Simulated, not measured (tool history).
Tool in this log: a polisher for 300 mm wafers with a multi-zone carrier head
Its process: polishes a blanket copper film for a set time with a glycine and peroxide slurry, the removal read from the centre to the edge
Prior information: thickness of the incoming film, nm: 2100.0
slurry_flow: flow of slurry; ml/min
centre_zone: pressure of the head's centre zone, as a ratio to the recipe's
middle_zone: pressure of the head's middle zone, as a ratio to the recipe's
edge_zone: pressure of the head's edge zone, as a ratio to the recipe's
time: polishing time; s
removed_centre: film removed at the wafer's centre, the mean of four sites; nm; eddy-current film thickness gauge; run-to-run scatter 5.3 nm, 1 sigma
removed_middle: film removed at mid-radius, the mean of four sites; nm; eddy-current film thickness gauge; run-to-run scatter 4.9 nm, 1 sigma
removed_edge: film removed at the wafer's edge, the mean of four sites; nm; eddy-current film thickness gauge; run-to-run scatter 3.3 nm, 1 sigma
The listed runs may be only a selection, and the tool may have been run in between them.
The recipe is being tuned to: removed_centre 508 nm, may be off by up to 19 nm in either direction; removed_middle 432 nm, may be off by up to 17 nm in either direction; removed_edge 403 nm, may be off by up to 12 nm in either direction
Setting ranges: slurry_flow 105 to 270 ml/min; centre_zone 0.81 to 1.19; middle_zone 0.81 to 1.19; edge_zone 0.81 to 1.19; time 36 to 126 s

Run 1, hour 0: slurry_flow 175 ml/min, centre_zone 1, middle_zone 1, edge_zone 1, time 81 s. Result: removed_centre 339.03 nm, removed_middle 335.35 nm, removed_edge 330.98 nm.
Run 2, hour 8.3: slurry_flow 190 ml/min, centre_zone 1.05, middle_zone 1.02, edge_zone 1.01, time 84 s. Result: removed_centre 380.37 nm, removed_middle 348.38 nm, removed_edge 343.88 nm.
Run 3, hour 11.4: slurry_flow 190 ml/min, centre_zone 1.05, middle_zone 1.08, edge_zone 1.01, time 84 s. Result: removed_centre 374.47 nm, removed_middle 363.1 nm, removed_edge 348.76 nm.
Run 4, hour 17.3: slurry_flow 200 ml/min, centre_zone 1.09, middle_zone 1.1, edge_zone 1.01, time 87 s. Result: removed_centre 408.96 nm, removed_middle 386.84 nm, removed_edge 357.41 nm.
Run 5, hour 19.5: slurry_flow 200 ml/min, centre_zone 1.09, middle_zone 1.19, edge_zone 1.01, time 87 s. Result: removed_centre 415.75 nm, removed_middle 406.36 nm, removed_edge 363.88 nm.
Run 6, hour 25.9: slurry_flow 180 ml/min, centre_zone 1.09, middle_zone 1.19, edge_zone 1.01, time 87 s. Result: removed_centre 406.49 nm, removed_middle 397.39 nm, removed_edge 359.91 nm.
Run 7, hour 33.2: slurry_flow 230 ml/min, centre_zone 1.19, middle_zone 1.16, edge_zone 1.07, time 92 s. Result: removed_centre 477.75 nm, removed_middle 420.58 nm, removed_edge 402.36 nm.
Run 8, hour 34.2: slurry_flow 235 ml/min, centre_zone 1.19, middle_zone 1.15, edge_zone 1.05, time 93 s. Result: removed_centre 487.51 nm, removed_middle 433.1 nm, removed_edge 404.04 nm.

Consider the 5 candidate settings below. Which is the only one whose results all fall within their allowed miss of target?
Run A, hour 35.2: slurry_flow 270 ml/min, centre_zone 1.13, middle_zone 1.19, edge_zone 0.81, time 100 s. Result: removed_centre ?, removed_middle ?, removed_edge ?.
Run B, hour 35.2: slurry_flow 260 ml/min, centre_zone 1.19, middle_zone 1.08, edge_zone 1.01, time 95 s. Result: removed_centre ?, removed_middle ?, removed_edge ?.
Run C, hour 35.2: slurry_flow 260 ml/min, centre_zone 1.14, middle_zone 1.19, edge_zone 0.9, time 100 s. Result: removed_centre ?, removed_middle ?, removed_edge ?.
Run D, hour 35.2: slurry_flow 245 ml/min, centre_zone 1.16, middle_zone 1.19, edge_zone 0.94, time 98 s. Result: removed_centre ?, removed_middle ?, removed_edge ?.
Run E, hour 35.2: slurry_flow 235 ml/min, centre_zone 1.14, middle_zone 1.19, edge_zone 1.04, time 93 s. Result: removed_centre ?, removed_middle ?, removed_edge ?.

move  removed_centre  removed_middle  removed_edge
   A          503.46          482.78        385.69
   B          500.72          427.17        404.86
   C          505.66          480.84        403.14
   D          500.56          468.21        401.21
   E          464.62          442.28        398.32
A: the furthest-off result lands on target, but another misses its tolerance
B: every result lands within tolerance
C: the furthest-off result lands on target, but another misses its tolerance
D: the furthest-off result lands on target, but another misses its tolerance
E: the biggest miss grows against the last run
Correct choice: B, which meets every target

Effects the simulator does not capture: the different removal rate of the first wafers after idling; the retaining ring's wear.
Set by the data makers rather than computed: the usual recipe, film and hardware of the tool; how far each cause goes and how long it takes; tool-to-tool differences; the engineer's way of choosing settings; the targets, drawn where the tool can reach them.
